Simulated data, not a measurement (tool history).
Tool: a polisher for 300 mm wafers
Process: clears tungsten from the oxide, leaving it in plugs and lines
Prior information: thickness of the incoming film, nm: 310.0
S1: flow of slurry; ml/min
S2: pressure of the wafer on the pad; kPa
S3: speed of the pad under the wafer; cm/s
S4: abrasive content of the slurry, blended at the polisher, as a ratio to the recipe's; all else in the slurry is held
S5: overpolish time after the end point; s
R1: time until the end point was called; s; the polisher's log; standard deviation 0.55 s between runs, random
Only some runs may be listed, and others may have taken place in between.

run 1 hour=0.0 | S1=190 S2=24.1 S3=142 S4=1.0 S5=18 | R1=37.469
run 2 hour=2.5 | S1=190 S2=27.6 S3=142 S4=1.0 S5=18 | R1=34.428
run 3 hour=9.6 | S1=190 S2=24.1 S3=140 S4=1.0 S5=18 | R1=37.588
run 4 hour=13.5 | S1=185 S2=21.4 S3=136 S4=1.0 S5=18 | R1=42.494
run 5 hour=16.8 | S1=185 S2=19.3 S3=134 S4=1.0 S5=18 | R1=46.105
run 6 hour=18.3 | S1=185 S2=19.3 S3=148 S4=1.0 S5=18 | R1=42.031
run 7 hour=27.1 | S1=185 S2=17.9 S3=146 S4=1.0 S5=18 | R1=43.782
run 8 hour=32.9 | S1=185 S2=16.5 S3=142 S4=1.0 S5=18 | R1=47.356
run 9 hour=34.1 | S1=185 S2=15.2 S3=140 S4=1.0 S5=18 | R1=49.876

What does the tool deliver on the next run?
run 10 hour=35.5 | S1=185 S2=15.2 S3=140 S4=1.0 S5=18 | R1=?

R1: 50.629 s
